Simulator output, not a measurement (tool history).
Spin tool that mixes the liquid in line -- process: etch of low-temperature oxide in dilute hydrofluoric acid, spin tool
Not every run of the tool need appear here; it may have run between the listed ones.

run	hour	temperature setpoint of the liquid (K)	parts of water to one part of 49 % hydrofluoric acid (parts by volume)	time under the liquid (s)	thickness taken off the low-temperature oxide on a monitor wafer (nm)
1	0	297.15	75	100	15.196
2	7.8	295.15	75	100	14.005
3	8.5	293.65	75	100	13.284
4	16	291.15	75	100	11.789
5	21.5	294.15	75	100	13.443
6	29.7	294.15	85	100	11.813
7	30.6	295.65	85	100	12.52
8	32.2	299.65	65	100	19.574
9	36.4	300.15	65	100	20.313

Run 10 comes next. What will it give?
10	38.3	300.65	65	100	?

Run 10 produced thickness taken off the low-temperature oxide on a monitor wafer (nm) 20.379.
